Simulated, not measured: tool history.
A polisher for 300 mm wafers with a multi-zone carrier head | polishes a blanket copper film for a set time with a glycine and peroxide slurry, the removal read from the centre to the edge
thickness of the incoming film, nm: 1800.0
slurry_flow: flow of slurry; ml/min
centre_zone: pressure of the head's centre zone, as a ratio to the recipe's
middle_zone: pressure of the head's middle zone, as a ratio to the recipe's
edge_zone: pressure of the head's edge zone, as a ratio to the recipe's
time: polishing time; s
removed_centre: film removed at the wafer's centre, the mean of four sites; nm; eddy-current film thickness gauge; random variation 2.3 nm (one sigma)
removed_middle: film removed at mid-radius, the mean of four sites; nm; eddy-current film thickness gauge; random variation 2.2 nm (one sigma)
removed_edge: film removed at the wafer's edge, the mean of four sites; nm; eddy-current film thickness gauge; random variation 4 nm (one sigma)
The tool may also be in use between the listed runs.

{"run": 1, "hour": 0.0, "slurry_flow": 165, "centre_zone": 1, "middle_zone": 1, "edge_zone": 1, "time": 88, "removed_centre": 443.25, "removed_middle": 435.75, "removed_edge": 445.33}
{"run": 2, "hour": 4.1, "slurry_flow": 165, "centre_zone": 1, "middle_zone": 1.05, "edge_zone": 1, "time": 88, "removed_centre": 437.62, "removed_middle": 456.56, "removed_edge": 445.85}
{"run": 3, "hour": 6.6, "slurry_flow": 165, "centre_zone": 1, "middle_zone": 1.05, "edge_zone": 1, "time": 74, "removed_centre": 367.61, "removed_middle": 385.55, "removed_edge": 370.92}
{"run": 4, "hour": 10.4, "slurry_flow": 165, "centre_zone": 1, "middle_zone": 1.05, "edge_zone": 0.93, "time": 74, "removed_centre": 369.1, "removed_middle": 378.04, "removed_edge": 365.73}
{"run": 5, "hour": 11.7, "slurry_flow": 195, "centre_zone": 1, "middle_zone": 1.05, "edge_zone": 0.93, "time": 74, "removed_centre": 383.29, "removed_middle": 390.31, "removed_edge": 368.42}
{"run": 6, "hour": 17.4, "slurry_flow": 185, "centre_zone": 0.98, "middle_zone": 1.01, "edge_zone": 0.93, "time": 72, "removed_centre": 366.49, "removed_middle": 369.42, "removed_edge": 357.63}
{"run": 7, "hour": 20.2, "slurry_flow": 170, "centre_zone": 0.98, "middle_zone": 0.98, "edge_zone": 0.96, "time": 70, "removed_centre": 344.68, "removed_middle": 343.01, "removed_edge": 349.05}
{"run": 8, "hour": 25.4, "slurry_flow": 160, "centre_zone": 0.97, "middle_zone": 0.95, "edge_zone": 0.96, "time": 69, "removed_centre": 336.31, "removed_middle": 325.26, "removed_edge": 345.23}
{"run": 9, "hour": 28.3, "slurry_flow": 115, "centre_zone": 0.89, "middle_zone": 0.85, "edge_zone": 0.92, "time": 64, "removed_centre": 254.71, "removed_middle": 252.9, "removed_edge": 296.4}
{"run": 10, "hour": 31.7, "slurry_flow": 120, "centre_zone": 0.9, "middle_zone": 0.84, "edge_zone": 0.93, "time": 64, "removed_centre": 260.57, "removed_middle": 257.48, "removed_edge": 299.3}

The next listed run, before its measurement:
{"run": 11, "hour": 32.7, "slurry_flow": 125, "centre_zone": 0.91, "middle_zone": 0.84, "edge_zone": 0.95, "time": 64, "removed_centre": "?", "removed_middle": "?", "removed_edge": "?"}

{"run 11": {"removed_centre": 270.22, "removed_middle": 257.15, "removed_edge": 294.11}}
